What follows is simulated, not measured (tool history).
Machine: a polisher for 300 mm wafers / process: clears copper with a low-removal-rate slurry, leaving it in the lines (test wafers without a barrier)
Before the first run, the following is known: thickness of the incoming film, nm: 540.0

run	hour	flow of slurry (ml/min)	pressure of the wafer on the pad (kPa)	speed of the pad under the wafer (cm/s)	abrasive content of the slurry	overpolish time after the end point (s)	time until the end point was called (s)	dishing of a wide line in a test structure (nm)
1	0.0	205	20.0	142	1.0	12	127.05	36.688
2	1.9	205	20.0	142	1.0	8	125.58	25.015
3	5.4	245	20.0	142	1.0	8	121.65	25.113
4	11.3	245	20.0	142	1.0	11	122.47	33.265
5	16.3	245	19.3	142	1.0	11	126.01	33.252
6	19.2	245	18.6	142	1.0	11	131.73	31.606

Forecast run 7:
7	19.8	245	17.9	142	1.0	11	?	?

{"run 7": {"time until the end point was called (s)": 134.99, "dishing of a wide line in a test structure (nm)": 30.776}}
